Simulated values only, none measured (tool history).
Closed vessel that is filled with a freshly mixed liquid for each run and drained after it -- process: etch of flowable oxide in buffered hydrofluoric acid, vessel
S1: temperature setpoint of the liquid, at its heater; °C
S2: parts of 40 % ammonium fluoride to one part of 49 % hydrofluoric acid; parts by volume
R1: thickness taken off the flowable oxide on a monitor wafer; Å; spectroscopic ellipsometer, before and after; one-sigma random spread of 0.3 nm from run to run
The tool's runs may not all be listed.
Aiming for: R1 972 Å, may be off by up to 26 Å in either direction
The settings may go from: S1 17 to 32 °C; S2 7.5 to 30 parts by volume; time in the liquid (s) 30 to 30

run 1 hour=0 | S1=25 S2=21 time_in_the_liquid_(s)=30 | R1=495.4
run 2 hour=7.7 | S1=25 S2=21 time_in_the_liquid_(s)=30 | R1=494.98
run 3 hour=17 | S1=25 S2=23 time_in_the_liquid_(s)=30 | R1=466.95
run 4 hour=22.1 | S1=21.5 S2=23 time_in_the_liquid_(s)=30 | R1=382.98
run 5 hour=27.8 | S1=21.5 S2=17.5 time_in_the_liquid_(s)=30 | R1=486.92
run 6 hour=36.1 | S1=23.5 S2=16.5 time_in_the_liquid_(s)=30 | R1=570.96
run 7 hour=40.1 | S1=25 S2=16 time_in_the_liquid_(s)=30 | R1=636.93
run 8 hour=47 | S1=26.5 S2=16 time_in_the_liquid_(s)=30 | R1=692.71
run 9 hour=54.2 | S1=27.5 S2=16 time_in_the_liquid_(s)=30 | R1=731.64

Consider the 4 candidate settings below. Which is the only one whose results all fall within their allowed miss of target?
run A hour=61.4 | S1=27.5 S2=13 time_in_the_liquid_(s)=30 | R1=?
run B hour=61.4 | S1=28.5 S2=12.5 time_in_the_liquid_(s)=30 | R1=?
run C hour=61.4 | S1=29 S2=13.5 time_in_the_liquid_(s)=30 | R1=?
run D hour=61.4 | S1=26 S2=12 time_in_the_liquid_(s)=30 | R1=?

move=A R1=892.35
move=B R1=977.3
move=C R1=930.55
move=D R1=891.16
A: moves toward the targets from the last run without getting all of them in spec
B: each result inside its tolerance
C: moves toward the targets from the last run without getting all of them in spec
D: moves toward the targets from the last run without getting all of them in spec
Go with B: it meets all targets.
